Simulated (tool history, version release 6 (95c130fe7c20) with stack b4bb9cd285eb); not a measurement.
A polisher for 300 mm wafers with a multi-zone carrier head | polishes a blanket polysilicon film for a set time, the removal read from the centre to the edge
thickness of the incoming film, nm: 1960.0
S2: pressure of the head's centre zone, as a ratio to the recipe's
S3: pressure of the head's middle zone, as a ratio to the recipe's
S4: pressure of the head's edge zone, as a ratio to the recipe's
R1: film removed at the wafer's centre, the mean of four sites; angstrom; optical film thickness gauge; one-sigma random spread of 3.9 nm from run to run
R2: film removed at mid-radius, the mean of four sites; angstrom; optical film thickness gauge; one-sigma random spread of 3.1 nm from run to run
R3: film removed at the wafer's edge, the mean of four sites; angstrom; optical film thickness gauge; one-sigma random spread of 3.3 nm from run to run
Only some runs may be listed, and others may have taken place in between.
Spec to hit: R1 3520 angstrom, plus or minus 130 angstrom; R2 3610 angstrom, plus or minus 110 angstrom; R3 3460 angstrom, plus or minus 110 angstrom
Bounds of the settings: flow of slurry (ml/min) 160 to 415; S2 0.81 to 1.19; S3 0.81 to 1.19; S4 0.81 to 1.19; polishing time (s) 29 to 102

Run 1, day 0: flow of slurry (ml/min) 265, S2 1, S3 1, S4 1, polishing time (s) 65. Result: R1 5756.7 angstrom, R2 5605 angstrom, R3 5786.2 angstrom.
Run 2, day 0.133: flow of slurry (ml/min) 265, S2 1, S3 1, S4 0.96, polishing time (s) 65. Result: R1 5804.8 angstrom, R2 5591.4 angstrom, R3 5667.5 angstrom.
Run 3, day 0.292: flow of slurry (ml/min) 260, S2 0.98, S3 1, S4 0.93, polishing time (s) 56. Result: R1 4859.6 angstrom, R2 4781.1 angstrom, R3 4675.1 angstrom.
Run 4, day 0.417: flow of slurry (ml/min) 260, S2 0.98, S3 0.95, S4 0.93, polishing time (s) 56. Result: R1 4878.7 angstrom, R2 4558.6 angstrom, R3 4699.5 angstrom.
Run 5, day 0.788: flow of slurry (ml/min) 255, S2 0.95, S3 0.95, S4 0.9, polishing time (s) 52. Result: R1 4426.8 angstrom, R2 4214.6 angstrom, R3 4309.4 angstrom.
Run 6, day 0.946: flow of slurry (ml/min) 255, S2 0.95, S3 0.95, S4 0.9, polishing time (s) 58. Result: R1 4883 angstrom, R2 4748.5 angstrom, R3 4810.2 angstrom.
Run 7, day 1.25: flow of slurry (ml/min) 250, S2 0.93, S3 0.95, S4 0.88, polishing time (s) 53. Result: R1 4251.2 angstrom, R2 4336.4 angstrom, R3 4239.8 angstrom.
Run 8, day 1.571: flow of slurry (ml/min) 245, S2 0.92, S3 0.94, S4 0.86, polishing time (s) 50. Result: R1 3963.7 angstrom, R2 3995.5 angstrom, R3 4044.2 angstrom.
Run 9, day 1.833: flow of slurry (ml/min) 250, S2 0.92, S3 0.95, S4 0.85, polishing time (s) 48. Result: R1 3886 angstrom, R2 3978.5 angstrom, R3 3873.9 angstrom.
Run 10, day 2.108: flow of slurry (ml/min) 245, S2 0.92, S3 0.95, S4 0.84, polishing time (s) 47. Result: R1 3792 angstrom, R2 3833 angstrom, R3 3720.5 angstrom.
Run 11, day 2.388: flow of slurry (ml/min) 230, S2 0.92, S3 0.95, S4 0.83, polishing time (s) 47. Result: R1 3730.2 angstrom, R2 3817.9 angstrom, R3 3662 angstrom.
Run 12, day 2.767: flow of slurry (ml/min) 230, S2 0.92, S3 0.95, S4 0.83, polishing time (s) 47. Result: R1 3661.6 angstrom, R2 3814.7 angstrom, R3 3693 angstrom.
Run 13, day 2.821: flow of slurry (ml/min) 225, S2 0.93, S3 0.95, S4 0.82, polishing time (s) 46. Result: R1 3717.4 angstrom, R2 3697 angstrom, R3 3555.5 angstrom.
Run 14, day 3.125: flow of slurry (ml/min) 215, S2 0.92, S3 0.95, S4 0.82, polishing time (s) 46. Result: R1 3674.4 angstrom, R2 3660.4 angstrom, R3 3605.3 angstrom.

4 next moves are on the table. One of them brings every result within its allowed miss. Which?
Run A, day 3.429: flow of slurry (ml/min) 200, S2 0.92, S3 0.96, S4 0.81, polishing time (s) 45. Result: R1 ?, R2 ?, R3 ?.
Run B, day 3.429: flow of slurry (ml/min) 310, S2 0.83, S3 1.03, S4 0.88, polishing time (s) 44. Result: R1 ?, R2 ?, R3 ?.
Run C, day 3.429: flow of slurry (ml/min) 215, S2 0.96, S3 0.99, S4 0.82, polishing time (s) 47. Result: R1 ?, R2 ?, R3 ?.
Run D, day 3.429: flow of slurry (ml/min) 220, S2 0.91, S3 0.95, S4 0.83, polishing time (s) 42. Result: R1 ?, R2 ?, R3 ?.

move      R1      R2      R3
   A  3565.7  3545.8  3473.4
   B  3321.4  3866.1  3653.2
   C  3929.9  3835.9  3671.6
   D  3337.3  3321.5  3307.4
A: meets every target
B: lands further from the targets than the last run did
C: lands further from the targets than the last run did
D: pushes the last run's worst result past its target
Go with A: it meets all targets.
